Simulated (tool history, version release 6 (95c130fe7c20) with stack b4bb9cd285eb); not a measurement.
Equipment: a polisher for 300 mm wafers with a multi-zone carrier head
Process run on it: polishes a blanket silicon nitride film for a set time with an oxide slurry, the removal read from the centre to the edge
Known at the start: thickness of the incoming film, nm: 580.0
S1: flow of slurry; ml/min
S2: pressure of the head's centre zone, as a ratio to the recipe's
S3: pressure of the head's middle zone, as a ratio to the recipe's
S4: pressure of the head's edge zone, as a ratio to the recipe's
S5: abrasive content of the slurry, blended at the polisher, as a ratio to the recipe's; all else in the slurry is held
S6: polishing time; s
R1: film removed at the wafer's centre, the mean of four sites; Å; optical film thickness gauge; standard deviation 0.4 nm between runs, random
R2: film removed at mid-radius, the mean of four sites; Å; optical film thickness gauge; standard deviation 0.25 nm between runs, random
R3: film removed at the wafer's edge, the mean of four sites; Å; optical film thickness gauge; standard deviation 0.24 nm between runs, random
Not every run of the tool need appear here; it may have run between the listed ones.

run,day,S1,S2,S3,S4,S5,S6,R1,R2,R3
1,0.000,195,1.00,1.00,1.00,1.0,76,384.90,390.34,389.69
2,0.154,185,1.00,0.97,1.00,1.0,76,389.54,381.99,389.90
3,0.504,185,1.00,1.03,1.00,1.0,76,380.50,395.10,383.67
4,0.792,145,1.00,1.03,1.00,1.0,76,360.20,381.14,378.06
5,1.046,145,0.97,1.03,1.00,1.0,76,358.32,374.33,378.49
6,1.321,140,0.98,1.00,1.00,1.0,76,363.55,370.98,380.51

Run 7, settings as shown, results not yet in. Your forecast:
7,1.579,135,0.99,0.97,1.00,1.0,76,?,?,?

Run 7 yielded R1 359.87 Å, R2 360.44 Å, R3 374.85 Å.
